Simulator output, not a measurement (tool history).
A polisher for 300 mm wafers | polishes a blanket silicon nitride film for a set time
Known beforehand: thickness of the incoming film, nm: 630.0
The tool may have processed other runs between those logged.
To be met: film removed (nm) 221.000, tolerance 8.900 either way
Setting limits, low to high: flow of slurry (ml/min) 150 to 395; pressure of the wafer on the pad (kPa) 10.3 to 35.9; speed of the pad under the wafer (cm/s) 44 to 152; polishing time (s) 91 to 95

run	hour	flow of slurry (ml/min)	pressure of the wafer on the pad (kPa)	speed of the pad under the wafer (cm/s)	polishing time (s)	film removed (nm)
1	0.0	250	22.8	98	91	117.840
2	8.1	215	22.8	98	91	118.330
3	16.0	215	24.8	100	91	128.300
4	24.1	170	24.8	100	91	120.850
5	27.9	170	20.0	100	91	99.309
6	31.3	185	22.1	100	91	111.370
7	34.2	195	24.1	100	91	120.580
8	38.6	195	24.1	100	91	122.260
9	43.2	205	25.5	100	91	128.640
# hour 51.0: slurry nozzle cleaned
10	51.0	215	26.9	102	91	142.830
11	54.8	225	28.3	102	91	152.670
12	61.5	235	29.0	102	91	157.160
13	66.5	245	29.6	102	91	160.450
14	74.4	250	30.3	102	91	166.710
15	81.4	255	31.0	102	91	170.020
16	86.2	260	31.7	102	91	172.420
17	94.7	260	32.4	104	91	177.870
18	99.3	260	33.1	106	91	181.340
19	103.6	265	33.8	108	91	190.470
20	104.8	265	33.8	110	91	194.370
21	111.9	265	33.8	112	91	192.820
22	113.2	265	33.8	114	91	195.620
23	114.7	265	33.8	116	91	200.860
24	116.1	270	35.2	118	91	209.760

Which of these 5 next moves meets every target?
A	117.5	290	33.8	114	91	?
B	117.5	280	35.9	106	92	?
C	117.5	250	33.1	118	94	?
D	117.5	245	35.9	124	91	?
E	117.5	295	34.5	108	93	?

move	film removed (nm)
A	202.950
B	206.560
C	206.880
D	223.400
E	204.470
A: its largest miss is bigger than the last run's
B: its largest miss is bigger than the last run's
C: its largest miss is bigger than the last run's
D: in spec on every target
E: its largest miss is bigger than the last run's
Correct choice: D, which meets every target

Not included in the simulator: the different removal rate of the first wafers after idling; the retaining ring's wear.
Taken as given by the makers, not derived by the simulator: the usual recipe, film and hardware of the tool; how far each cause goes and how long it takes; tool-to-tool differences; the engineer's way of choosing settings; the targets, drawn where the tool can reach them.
